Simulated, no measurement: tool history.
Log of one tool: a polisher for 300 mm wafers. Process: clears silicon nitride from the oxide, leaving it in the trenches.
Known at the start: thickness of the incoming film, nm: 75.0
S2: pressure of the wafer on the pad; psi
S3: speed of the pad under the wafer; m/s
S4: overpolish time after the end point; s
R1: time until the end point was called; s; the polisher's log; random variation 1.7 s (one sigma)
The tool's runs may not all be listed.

run 1 hour=0 | flow_of_slurry_(ml/min)=285 S2=1.9 S3=0.82 S4=9 | R1=158.19
run 2 hour=5.5 | flow_of_slurry_(ml/min)=285 S2=2.2 S3=0.84 S4=9 | R1=131.92
run 3 hour=12.6 | flow_of_slurry_(ml/min)=285 S2=2.4 S3=0.86 S4=9 | R1=117.75
run 4 hour=13.6 | flow_of_slurry_(ml/min)=285 S2=2.5 S3=0.86 S4=9 | R1=115.1
run 5 hour=20.3 | flow_of_slurry_(ml/min)=285 S2=2.6 S3=0.88 S4=9 | R1=110.8
run 6 hour=25.9 | flow_of_slurry_(ml/min)=285 S2=2.6 S3=0.88 S4=8 | R1=111.49

Forecast run 7:
run 7 hour=33 | flow_of_slurry_(ml/min)=285 S2=2.6 S3=0.88 S4=8 | R1=?

{"run 7": {"R1": 108.12}}

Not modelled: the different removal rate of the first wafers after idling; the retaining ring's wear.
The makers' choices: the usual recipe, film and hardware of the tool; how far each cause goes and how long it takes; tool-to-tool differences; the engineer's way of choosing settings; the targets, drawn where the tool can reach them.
